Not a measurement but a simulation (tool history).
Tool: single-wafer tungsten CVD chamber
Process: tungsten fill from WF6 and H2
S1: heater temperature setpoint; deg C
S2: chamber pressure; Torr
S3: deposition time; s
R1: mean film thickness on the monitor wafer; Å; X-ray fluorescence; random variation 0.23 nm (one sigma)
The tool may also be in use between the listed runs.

{"run": 1, "day": 0.0, "S1": 390, "S2": 28.6, "S3": 25.3, "R1": 626.57}
{"run": 2, "day": 0.338, "S1": 382, "S2": 28.6, "S3": 25.3, "R1": 536.98}
{"run": 3, "day": 0.429, "S1": 374, "S2": 28.6, "S3": 25.3, "R1": 452.57}
{"run": 4, "day": 0.592, "S1": 374, "S2": 28.6, "S3": 24.1, "R1": 431.31}
{"run": 5, "day": 0.9, "S1": 374, "S2": 28.6, "S3": 25.3, "R1": 454.3}
{"day": 0.938, "done": "capacitance manometer re-zeroed and calibrated"}
{"run": 6, "day": 0.938, "S1": 374, "S2": 28.6, "S3": 24.1, "R1": 446.1}
{"run": 7, "day": 1.25, "S1": 374, "S2": 28.6, "S3": 24.1, "R1": 447.99}
{"run": 8, "day": 1.358, "S1": 377, "S2": 28.7, "S3": 24.1, "R1": 474.48}
{"run": 9, "day": 1.671, "S1": 379, "S2": 28.7, "S3": 24.1, "R1": 495.37}
{"run": 10, "day": 1.954, "S1": 381, "S2": 28.7, "S3": 24.1, "R1": 521.82}
{"run": 11, "day": 2.275, "S1": 381, "S2": 28.7, "S3": 24.1, "R1": 515.41}

Forecast run 12:
{"run": 12, "day": 2.475, "S1": 386, "S2": 28.8, "S3": 24.1, "R1": "?"}

Run 12 gave R1 571.11 Å.

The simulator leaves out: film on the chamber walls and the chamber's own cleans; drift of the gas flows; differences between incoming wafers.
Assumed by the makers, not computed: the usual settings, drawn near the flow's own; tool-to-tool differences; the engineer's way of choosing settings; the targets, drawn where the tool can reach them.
